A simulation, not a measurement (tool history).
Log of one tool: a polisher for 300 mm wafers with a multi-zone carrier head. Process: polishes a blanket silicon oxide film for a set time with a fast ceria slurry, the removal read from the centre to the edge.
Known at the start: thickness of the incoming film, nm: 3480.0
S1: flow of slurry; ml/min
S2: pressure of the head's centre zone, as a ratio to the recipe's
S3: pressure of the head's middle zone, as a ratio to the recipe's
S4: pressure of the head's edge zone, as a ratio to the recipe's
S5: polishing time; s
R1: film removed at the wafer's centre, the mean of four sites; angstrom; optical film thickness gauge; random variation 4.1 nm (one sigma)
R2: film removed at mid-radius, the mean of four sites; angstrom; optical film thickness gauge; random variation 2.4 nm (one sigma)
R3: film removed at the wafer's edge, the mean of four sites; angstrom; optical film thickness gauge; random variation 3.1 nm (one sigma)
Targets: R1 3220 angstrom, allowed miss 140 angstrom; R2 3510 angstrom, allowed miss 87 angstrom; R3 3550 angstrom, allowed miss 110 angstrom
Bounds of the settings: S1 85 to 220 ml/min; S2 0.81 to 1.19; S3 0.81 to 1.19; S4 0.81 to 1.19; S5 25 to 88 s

{"run": 1, "day": 0.0, "S1": 140, "S2": 1, "S3": 1, "S4": 1, "S5": 56, "R1": 5485, "R2": 5477.3, "R3": 5668.7}
{"run": 2, "day": 0.133, "S1": 140, "S2": 1, "S3": 0.95, "S4": 1, "S5": 56, "R1": 5560.8, "R2": 5203.5, "R3": 5715.6}
{"run": 3, "day": 0.5, "S1": 140, "S2": 1, "S3": 0.95, "S4": 0.97, "S5": 56, "R1": 5568.2, "R2": 5331.5, "R3": 5629.1}
{"run": 4, "day": 0.792, "S1": 140, "S2": 1, "S3": 0.95, "S4": 0.91, "S5": 56, "R1": 5600.2, "R2": 5291.5, "R3": 5412.5}
{"run": 5, "day": 0.946, "S1": 130, "S2": 0.96, "S3": 0.94, "S4": 0.89, "S5": 51, "R1": 4772.6, "R2": 4670.2, "R3": 4808.4}
{"run": 6, "day": 1.038, "S1": 130, "S2": 0.96, "S3": 0.94, "S4": 0.83, "S5": 51, "R1": 4725.7, "R2": 4700, "R3": 4682.5}
{"run": 7, "day": 1.388, "S1": 125, "S2": 0.94, "S3": 0.94, "S4": 0.83, "S5": 47, "R1": 4170.8, "R2": 4267.6, "R3": 4268.8}
{"run": 8, "day": 1.667, "S1": 120, "S2": 0.93, "S3": 0.94, "S4": 0.83, "S5": 45, "R1": 3913.9, "R2": 4063.4, "R3": 4035.6}
{"run": 9, "day": 2.033, "S1": 115, "S2": 0.92, "S3": 0.93, "S4": 0.83, "S5": 44, "R1": 3818.3, "R2": 3875.3, "R3": 3975.9}
{"run": 10, "day": 2.262, "S1": 110, "S2": 0.91, "S3": 0.94, "S4": 0.82, "S5": 43, "R1": 3680.3, "R2": 3736.2, "R3": 3829.3}
{"run": 11, "day": 2.504, "S1": 105, "S2": 0.89, "S3": 0.95, "S4": 0.82, "S5": 43, "R1": 3539, "R2": 3769.4, "R3": 3745.4}
{"run": 12, "day": 2.55, "S1": 100, "S2": 0.88, "S3": 0.95, "S4": 0.82, "S5": 43, "R1": 3354.1, "R2": 3722, "R3": 3647.8}
{"run": 13, "day": 2.908, "S1": 95, "S2": 0.88, "S3": 0.94, "S4": 0.82, "S5": 43, "R1": 3346.7, "R2": 3592.1, "R3": 3671.4}

5 next moves are on the table. One of them brings every result within its allowed miss. Which?
{"run": "A", "day": 3.267, "S1": 90, "S2": 0.92, "S3": 1, "S4": 0.81, "S5": 43, "R1": "?", "R2": "?", "R3": "?"}
{"run": "B", "day": 3.267, "S1": 115, "S2": 0.98, "S3": 0.94, "S4": 0.81, "S5": 41, "R1": "?", "R2": "?", "R3": "?"}
{"run": "C", "day": 3.267, "S1": 105, "S2": 0.87, "S3": 0.95, "S4": 0.85, "S5": 42, "R1": "?", "R2": "?", "R3": "?"}
{"run": "D", "day": 3.267, "S1": 85, "S2": 0.89, "S3": 0.95, "S4": 0.81, "S5": 43, "R1": "?", "R2": "?", "R3": "?"}
{"run": "E", "day": 3.267, "S1": 95, "S2": 0.95, "S3": 1.08, "S4": 0.84, "S5": 42, "R1": "?", "R2": "?", "R3": "?"}

move=A R1=3381.2 R2=3727.4 R3=3530.3
move=B R1=3770.3 R2=3655.7 R3=3556.9
move=C R1=3320.2 R2=3679 R3=3652.6
move=D R1=3183.7 R2=3491.1 R3=3481.2
move=E R1=3493.1 R2=3963.8 R3=3546.2
A: brings the result that was furthest off to its target, and leaves another outside
B: brings the result that was furthest off to its target, and leaves another outside
C: brings the result that was furthest off to its target, and leaves another outside
D: meets every target
E: brings the result that was furthest off to its target, and leaves another outside
Answer: D
